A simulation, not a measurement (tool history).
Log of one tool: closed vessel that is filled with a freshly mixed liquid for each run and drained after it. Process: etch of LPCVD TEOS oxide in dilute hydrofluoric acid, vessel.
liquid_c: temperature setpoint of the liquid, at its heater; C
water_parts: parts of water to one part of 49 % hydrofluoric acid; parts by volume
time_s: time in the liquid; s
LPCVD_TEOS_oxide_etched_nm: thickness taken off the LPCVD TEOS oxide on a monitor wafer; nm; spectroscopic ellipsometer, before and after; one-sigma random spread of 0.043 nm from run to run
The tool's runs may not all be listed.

{"run": 1, "hour": 0.0, "liquid_c": 21.0, "water_parts": 125, "time_s": 30, "LPCVD_TEOS_oxide_etched_nm": 4.4536}
{"run": 2, "hour": 8.0, "liquid_c": 22.0, "water_parts": 125, "time_s": 30, "LPCVD_TEOS_oxide_etched_nm": 4.6172}
{"run": 3, "hour": 14.8, "liquid_c": 22.0, "water_parts": 100, "time_s": 30, "LPCVD_TEOS_oxide_etched_nm": 5.8636}
{"run": 4, "hour": 21.8, "liquid_c": 21.5, "water_parts": 100, "time_s": 30, "LPCVD_TEOS_oxide_etched_nm": 5.7454}
{"run": 5, "hour": 28.0, "liquid_c": 21.5, "water_parts": 130, "time_s": 30, "LPCVD_TEOS_oxide_etched_nm": 4.279}
{"run": 6, "hour": 33.8, "liquid_c": 22.5, "water_parts": 130, "time_s": 30, "LPCVD_TEOS_oxide_etched_nm": 4.5289}

Expected results for the next run?
{"run": 7, "hour": 38.1, "liquid_c": 23.0, "water_parts": 130, "time_s": 30, "LPCVD_TEOS_oxide_etched_nm": "?"}

{"run 7": {"LPCVD_TEOS_oxide_etched_nm": 4.5744}}

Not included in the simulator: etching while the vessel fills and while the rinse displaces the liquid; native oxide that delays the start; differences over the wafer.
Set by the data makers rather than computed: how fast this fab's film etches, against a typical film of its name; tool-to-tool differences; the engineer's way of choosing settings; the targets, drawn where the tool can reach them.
